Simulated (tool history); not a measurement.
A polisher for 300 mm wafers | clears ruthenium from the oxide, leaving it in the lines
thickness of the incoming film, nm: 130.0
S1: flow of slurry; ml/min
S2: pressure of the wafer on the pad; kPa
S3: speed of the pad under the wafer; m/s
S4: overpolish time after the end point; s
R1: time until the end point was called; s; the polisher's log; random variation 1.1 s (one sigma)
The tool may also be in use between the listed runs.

Run 1, hour 0.0: S1 300 ml/min, S2 18.6 kPa, S3 1.06 m/s, S4 46 s. Result: R1 96.445 s.
Run 2, hour 3.3: S1 260 ml/min, S2 18.6 kPa, S3 1.06 m/s, S4 46 s. Result: R1 99.653 s.
Run 3, hour 7.7: S1 260 ml/min, S2 18.6 kPa, S3 0.82 m/s, S4 46 s. Result: R1 127.770 s.
Run 4, hour 15.4: S1 215 ml/min, S2 18.6 kPa, S3 0.82 m/s, S4 46 s. Result: R1 129.990 s.
Run 5, hour 19.0: S1 215 ml/min, S2 18.6 kPa, S3 0.62 m/s, S4 46 s. Result: R1 172.150 s.
Run 6, hour 23.8: S1 180 ml/min, S2 18.6 kPa, S3 0.62 m/s, S4 46 s. Result: R1 174.890 s.
Run 7, hour 25.1: S1 185 ml/min, S2 20.7 kPa, S3 0.70 m/s, S4 46 s. Result: R1 142.480 s.
Run 8, hour 26.3: S1 190 ml/min, S2 22.1 kPa, S3 0.78 m/s, S4 46 s. Result: R1 121.800 s.
Run 9, hour 32.8: S1 195 ml/min, S2 23.4 kPa, S3 0.84 m/s, S4 46 s. Result: R1 106.060 s.
Run 10, hour 33.5: S1 200 ml/min, S2 24.8 kPa, S3 0.90 m/s, S4 46 s. Result: R1 89.196 s.

Run 11 comes next. What will it give?
Run 11, hour 38.8: S1 205 ml/min, S2 25.5 kPa, S3 0.92 m/s, S4 46 s. Result: R1 ?.

R1: 86.824 s
